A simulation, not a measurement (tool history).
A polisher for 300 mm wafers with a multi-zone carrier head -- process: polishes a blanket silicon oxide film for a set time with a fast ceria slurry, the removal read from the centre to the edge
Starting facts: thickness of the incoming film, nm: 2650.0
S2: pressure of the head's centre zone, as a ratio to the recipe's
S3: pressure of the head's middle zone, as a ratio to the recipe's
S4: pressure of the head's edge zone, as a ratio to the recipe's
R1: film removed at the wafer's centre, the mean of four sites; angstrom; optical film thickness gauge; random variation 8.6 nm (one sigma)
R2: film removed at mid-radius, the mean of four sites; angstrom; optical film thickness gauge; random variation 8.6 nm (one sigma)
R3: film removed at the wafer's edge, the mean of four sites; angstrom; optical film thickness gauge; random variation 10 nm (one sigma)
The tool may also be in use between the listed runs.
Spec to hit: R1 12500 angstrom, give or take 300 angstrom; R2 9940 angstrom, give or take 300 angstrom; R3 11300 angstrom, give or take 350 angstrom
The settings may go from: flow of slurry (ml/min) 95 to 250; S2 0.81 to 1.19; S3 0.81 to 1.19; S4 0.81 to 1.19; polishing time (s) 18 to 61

{"run": 1, "day": 0.0, "flow of slurry (ml/min)": 160, "S2": 1, "S3": 1, "S4": 1, "polishing time (s)": 39, "R1": 9936.1, "R2": 9751.1, "R3": 9903.9}
{"run": 2, "day": 0.092, "flow of slurry (ml/min)": 160, "S2": 1.04, "S3": 1, "S4": 1, "polishing time (s)": 39, "R1": 10353, "R2": 9901.5, "R3": 9914.3}
{"run": 3, "day": 0.158, "flow of slurry (ml/min)": 160, "S2": 1.04, "S3": 1, "S4": 1, "polishing time (s)": 32, "R1": 8504.5, "R2": 8047.1, "R3": 8258.8}
{"run": 4, "day": 0.188, "flow of slurry (ml/min)": 165, "S2": 1.05, "S3": 0.99, "S4": 1.02, "polishing time (s)": 33, "R1": 8917.6, "R2": 8251.1, "R3": 8359}
{"day": 0.317, "done": "worn pad replaced by a new one"}
{"run": 5, "day": 0.317, "flow of slurry (ml/min)": 160, "S2": 1.06, "S3": 0.98, "S4": 1.02, "polishing time (s)": 34, "R1": 9860, "R2": 9140.1, "R3": 9424.5}
{"run": 6, "day": 0.342, "flow of slurry (ml/min)": 160, "S2": 1.06, "S3": 1.04, "S4": 1.02, "polishing time (s)": 34, "R1": 9860.7, "R2": 9315.6, "R3": 9460.7}
{"run": 7, "day": 0.662, "flow of slurry (ml/min)": 160, "S2": 1.07, "S3": 1.03, "S4": 1.04, "polishing time (s)": 34, "R1": 9906, "R2": 9398.5, "R3": 9457.7}
{"run": 8, "day": 0.733, "flow of slurry (ml/min)": 155, "S2": 1.08, "S3": 1.01, "S4": 1.06, "polishing time (s)": 34, "R1": 9952.2, "R2": 9061.6, "R3": 9602.8}
{"run": 9, "day": 1.017, "flow of slurry (ml/min)": 155, "S2": 1.09, "S3": 1.01, "S4": 1.07, "polishing time (s)": 34, "R1": 10124, "R2": 9077.4, "R3": 9593.3}
{"run": 10, "day": 1.208, "flow of slurry (ml/min)": 155, "S2": 1.1, "S3": 1.01, "S4": 1.08, "polishing time (s)": 34, "R1": 10136, "R2": 9141.1, "R3": 9618.1}

4 next moves are on the table. One of them brings every result within its allowed miss. Which?
{"run": "A", "day": 1.4, "flow of slurry (ml/min)": 230, "S2": 1.17, "S3": 1.04, "S4": 0.89, "polishing time (s)": 33, "R1": "?", "R2": "?", "R3": "?"}
{"run": "B", "day": 1.4, "flow of slurry (ml/min)": 205, "S2": 1.03, "S3": 1.09, "S4": 1.03, "polishing time (s)": 30, "R1": "?", "R2": "?", "R3": "?"}
{"run": "C", "day": 1.4, "flow of slurry (ml/min)": 95, "S2": 0.87, "S3": 0.87, "S4": 1.19, "polishing time (s)": 39, "R1": "?", "R2": "?", "R3": "?"}
{"run": "D", "day": 1.4, "flow of slurry (ml/min)": 135, "S2": 1.18, "S3": 0.96, "S4": 1.14, "polishing time (s)": 40, "R1": "?", "R2": "?", "R3": "?"}

move=A R1=11257 R2=9702.5 R3=9145.8
move=B R1=8852.8 R2=9046.8 R3=8667.4
move=C R1=8098.4 R2=8310.9 R3=10708
move=D R1=12474 R2=10072 R3=11439
A: closer than the last run, but not yet in spec
B: the biggest miss grows against the last run
C: the biggest miss grows against the last run
D: each result inside its tolerance
D meets every target.
